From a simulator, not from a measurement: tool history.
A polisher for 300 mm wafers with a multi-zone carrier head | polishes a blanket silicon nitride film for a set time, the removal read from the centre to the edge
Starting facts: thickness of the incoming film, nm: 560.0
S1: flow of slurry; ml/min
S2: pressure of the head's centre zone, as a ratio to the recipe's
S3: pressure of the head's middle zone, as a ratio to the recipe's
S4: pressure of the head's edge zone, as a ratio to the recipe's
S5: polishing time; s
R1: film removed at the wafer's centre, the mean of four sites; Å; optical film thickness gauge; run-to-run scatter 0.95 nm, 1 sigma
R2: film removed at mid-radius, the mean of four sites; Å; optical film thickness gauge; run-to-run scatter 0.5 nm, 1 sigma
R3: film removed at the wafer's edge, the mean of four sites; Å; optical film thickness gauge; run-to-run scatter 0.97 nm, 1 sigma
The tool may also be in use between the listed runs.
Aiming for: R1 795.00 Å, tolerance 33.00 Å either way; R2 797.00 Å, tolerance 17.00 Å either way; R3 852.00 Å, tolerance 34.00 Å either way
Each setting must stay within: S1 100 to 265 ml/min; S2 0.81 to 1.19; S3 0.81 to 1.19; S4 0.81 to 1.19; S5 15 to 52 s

run    day   S1    S2    S3    S4  S5      R1      R2      R3
  1  0.000  170  1.00  1.00  1.00  33  722.79  717.78  710.93
  2  0.279  170  0.96  1.00  1.00  33  687.96  722.55  715.70
  3  0.442  170  0.96  1.00  1.00  40  838.73  869.59  852.57
  4  0.492  170  0.96  1.00  0.95  40  820.62  872.12  833.78
  5  0.558  170  0.96  1.07  0.95  40  822.71  918.27  819.29
  6  0.725  160  0.96  1.04  0.97  40  819.97  888.11  827.40
  7  0.792  150  0.96  1.02  0.98  40  809.31  870.86  823.91
  8  0.942  145  0.96  1.00  0.99  40  809.80  843.56  821.51
  9  1.129  140  0.95  0.99  1.01  40  784.49  827.05  837.22
 10  1.446  140  0.95  0.98  1.02  40  780.95  813.31  847.92

Of the 5 settings listed for the next run, only one would bring every result within its allowed miss of target. Which one?
  A  1.762  120  0.97  1.03  1.10  41   ?   ?   ?
  B  1.762  135  0.98  0.98  0.94  41   ?   ?   ?
  C  1.762  175  0.94  0.98  1.14  39   ?   ?   ?
  D  1.762  170  0.93  0.92  1.01  39   ?   ?   ?
  E  1.762  125  0.94  1.01  1.04  41   ?   ?   ?

move      R1      R2      R3
   A  783.30  835.73  868.79
   B  819.62  826.84  823.12
   C  795.20  830.89  895.67
   D  781.66  784.07  840.45
   E  768.61  831.52  851.73
A: lands further from the targets than the last run did
B: lands further from the targets than the last run did
C: lands further from the targets than the last run did
D: meets every target
E: lands further from the targets than the last run did
D is the move that brings every result within its allowed miss.
